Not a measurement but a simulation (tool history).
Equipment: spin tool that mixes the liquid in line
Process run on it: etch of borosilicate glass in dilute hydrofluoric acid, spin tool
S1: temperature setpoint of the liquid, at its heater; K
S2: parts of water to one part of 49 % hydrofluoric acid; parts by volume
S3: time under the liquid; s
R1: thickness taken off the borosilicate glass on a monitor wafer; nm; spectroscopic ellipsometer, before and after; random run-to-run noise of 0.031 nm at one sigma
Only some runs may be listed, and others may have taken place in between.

run  hour      S1   S2  S3      R1
  1     0  298.15  170  35  10.089
  2   6.5  296.15  185  35   8.442
  3   8.4  296.15  185  35  8.4713
  4  17.2  294.65  195  35   7.535
  5  23.5  293.65  200  35  7.0142
  6  24.8  292.65  205  35  6.5798
  7  30.8  292.15  210  35     6.3
  8  34.1  291.65  215  35  5.9831

Expected results for the next run?
  9    35  291.15  215  35   ?

R1: 5.8589 nm
